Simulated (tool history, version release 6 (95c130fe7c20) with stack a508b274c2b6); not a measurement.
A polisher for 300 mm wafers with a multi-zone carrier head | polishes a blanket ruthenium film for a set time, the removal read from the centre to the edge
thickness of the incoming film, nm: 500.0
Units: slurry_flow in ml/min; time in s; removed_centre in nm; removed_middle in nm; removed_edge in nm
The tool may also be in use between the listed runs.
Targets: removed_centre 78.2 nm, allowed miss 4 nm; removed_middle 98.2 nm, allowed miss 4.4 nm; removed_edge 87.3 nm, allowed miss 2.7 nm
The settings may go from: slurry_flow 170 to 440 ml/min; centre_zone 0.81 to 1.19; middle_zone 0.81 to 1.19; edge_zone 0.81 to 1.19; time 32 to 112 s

run	day	slurry_flow	centre_zone	middle_zone	edge_zone	time	removed_centre	removed_middle	removed_edge
1	0	280	1	1	1	72	111.47	112.31	110.33
2	0.3	280	0.95	1	1	72	108.39	110.49	111.29
3	0.375	270	0.91	1.04	0.98	68	96.452	108.81	102.19
4	0.704	260	0.88	1.04	0.96	66	89.256	103.55	97.935
5	1.029	260	0.88	1.04	1.01	66	89.032	102.58	102.2
6	1.342	260	0.88	1.04	1.01	82	112.83	128.39	125.69
7	1.567	250	0.86	1.04	0.97	77	101.64	120.5	116.79
8	1.742	255	0.86	1.05	0.95	72	97.14	114.26	106.75
9	2.071	215	0.81	1.08	0.92	58	71.349	90.524	83.666
10	2.158	230	0.82	1.09	0.93	58	72.725	94.031	84.121
11	2.388	240	0.83	1.09	0.94	58	72.421	92.619	85.16
12	2.508	245	0.84	1.1	0.94	58	72.654	95.78	86.22

5 next moves are on the table. One of them brings every result within its allowed miss. Which?
A	2.629	195	0.88	1.07	0.91	58	?	?	?
B	2.629	235	0.83	1.17	1.02	56	?	?	?
C	2.629	285	0.81	1.06	0.94	57	?	?	?
D	2.629	230	0.85	1.11	1.05	54	?	?	?
E	2.629	255	0.87	1.12	0.96	58	?	?	?

move	removed_centre	removed_middle	removed_edge
A	75.621	92.322	82.07
B	71.009	98.913	85.248
C	72.285	94.668	85.032
D	69.885	90.881	83.269
E	77.984	99.672	86.482
A: brings the result that was furthest off to its target, and leaves another outside
B: further off than the last run
C: further off than the last run
D: further off than the last run
E: meets every target
Answer: E

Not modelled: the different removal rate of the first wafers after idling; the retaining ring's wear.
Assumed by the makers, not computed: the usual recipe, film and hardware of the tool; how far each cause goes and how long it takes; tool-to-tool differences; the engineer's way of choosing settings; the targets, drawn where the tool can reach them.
